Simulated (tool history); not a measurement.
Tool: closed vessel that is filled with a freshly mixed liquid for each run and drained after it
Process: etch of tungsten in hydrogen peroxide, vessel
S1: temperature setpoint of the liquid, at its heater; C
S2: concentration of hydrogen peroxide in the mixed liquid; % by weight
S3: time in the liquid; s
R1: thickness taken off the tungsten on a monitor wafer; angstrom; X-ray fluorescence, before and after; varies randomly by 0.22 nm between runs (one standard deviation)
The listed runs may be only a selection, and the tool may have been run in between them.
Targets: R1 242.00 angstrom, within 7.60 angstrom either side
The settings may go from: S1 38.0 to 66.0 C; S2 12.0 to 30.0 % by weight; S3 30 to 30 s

run,day,S1,S2,S3,R1
1,0.000,54.0,22.0,30,468.98
2,0.304,54.0,22.0,30,473.41
3,0.679,54.0,22.0,30,470.84
4,1.033,51.0,22.0,30,396.83
5,1.062,54.5,22.0,30,487.37
6,1.296,51.5,22.0,30,409.21
7,1.388,49.0,22.0,30,350.29
8,1.683,49.0,22.0,30,345.69
9,1.975,42.0,22.0,30,225.51
10,2.092,42.0,22.0,30,226.55
11,2.271,42.5,22.0,30,231.67

Consider the 4 candidate settings below. Which is the only one whose results all fall within their allowed miss of target?
A,2.450,43.0,22.5,30,?
B,2.450,39.5,29.0,30,?
C,2.450,42.5,20.0,30,?
D,2.450,42.0,22.0,30,?

move,R1
A,241.34
B,218.57
C,220.38
D,223.84
A: every result within its allowed miss
B: moves away from the targets compared with the last run
C: moves away from the targets compared with the last run
D: moves away from the targets compared with the last run
Move A is the one to make.
